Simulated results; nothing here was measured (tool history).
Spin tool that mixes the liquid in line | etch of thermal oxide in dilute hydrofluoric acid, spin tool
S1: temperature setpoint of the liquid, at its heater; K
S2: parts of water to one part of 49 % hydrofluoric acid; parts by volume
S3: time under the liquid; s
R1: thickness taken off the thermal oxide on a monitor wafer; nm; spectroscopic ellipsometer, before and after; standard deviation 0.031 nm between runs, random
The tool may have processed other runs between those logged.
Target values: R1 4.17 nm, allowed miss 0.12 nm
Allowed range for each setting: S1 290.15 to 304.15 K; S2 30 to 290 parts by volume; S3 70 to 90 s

run  hour      S1   S2  S3      R1
  1     0  296.15  160  90  2.4089
  2   3.7  298.65  160  90  2.6872
  3   7.7  300.15  160  90  2.8483
  4   9.1  303.65  160  90  3.2084
  5    14  303.65  160  90  3.1888
  6    20  303.65  155  90  3.3039
  7  24.5  304.15  120  90  4.6241
  8  26.4  303.65  120  90  4.5377

Exactly one of the 4 candidate moves below puts every result within its allowed miss. Which one?
  A  28.3  300.15  115  90   ?
  B  28.3  304.15  125  90   ?
  C  28.3  302.65  110  90   ?
  D  28.3  301.65  115  90   ?

move      R1
   A  4.1392
   B  4.3605
   C  4.7869
   D  4.3808
A: all results in spec
B: nearer the targets than the last run, but a result is still out of spec
C: misses by more than the last run did
D: nearer the targets than the last run, but a result is still out of spec
Answer: A
